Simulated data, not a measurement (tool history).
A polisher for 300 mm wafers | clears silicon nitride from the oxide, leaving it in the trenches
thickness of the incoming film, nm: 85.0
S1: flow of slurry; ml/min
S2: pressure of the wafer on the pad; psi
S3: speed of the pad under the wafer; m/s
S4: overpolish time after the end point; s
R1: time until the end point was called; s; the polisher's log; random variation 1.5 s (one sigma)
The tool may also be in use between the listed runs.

Run 1, hour 0: S1 255 ml/min, S2 2.1 psi, S3 1.16 m/s, S4 20 s. Result: R1 101.26 s.
Run 2, hour 4: S1 255 ml/min, S2 2 psi, S3 1.16 m/s, S4 20 s. Result: R1 103.06 s.
Run 3, hour 6.3: S1 255 ml/min, S2 1.9 psi, S3 1.16 m/s, S4 20 s. Result: R1 107.15 s.
Run 4, hour 8.6: S1 205 ml/min, S2 1.9 psi, S3 1.16 m/s, S4 20 s. Result: R1 111.67 s.
Run 5, hour 9.4: S1 205 ml/min, S2 1.9 psi, S3 1.16 m/s, S4 21 s. Result: R1 112.84 s.
Run 6, hour 18.3: S1 205 ml/min, S2 1.8 psi, S3 1.16 m/s, S4 21 s. Result: R1 117.08 s.

Run 7 comes next. What will it give?
Run 7, hour 27: S1 205 ml/min, S2 1.7 psi, S3 1.16 m/s, S4 21 s. Result: R1 ?.

R1: 119.84 s

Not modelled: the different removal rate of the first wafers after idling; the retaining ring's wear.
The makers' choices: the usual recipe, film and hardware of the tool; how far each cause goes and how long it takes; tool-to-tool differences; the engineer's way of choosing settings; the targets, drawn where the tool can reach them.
